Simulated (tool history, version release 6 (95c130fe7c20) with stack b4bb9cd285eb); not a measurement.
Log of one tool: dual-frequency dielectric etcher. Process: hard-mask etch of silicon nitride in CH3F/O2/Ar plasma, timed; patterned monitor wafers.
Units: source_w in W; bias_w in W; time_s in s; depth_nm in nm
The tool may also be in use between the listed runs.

run  hour  source_w  bias_w  time_s  depth_nm
  1   0.0       360      72   289.5    209.97
  2   3.7       400      72   289.5    219.93
  3   5.7       400      65   289.5    213.25
  4  14.5       420      66   290.0    220.41
  5  16.3       390      66   290.0    210.64
  6  24.6       390      66   303.5    220.76

Forecast run 7:
  7  31.3       400      67   303.5         ?

{"run 7": {"depth_nm": 227.31}}
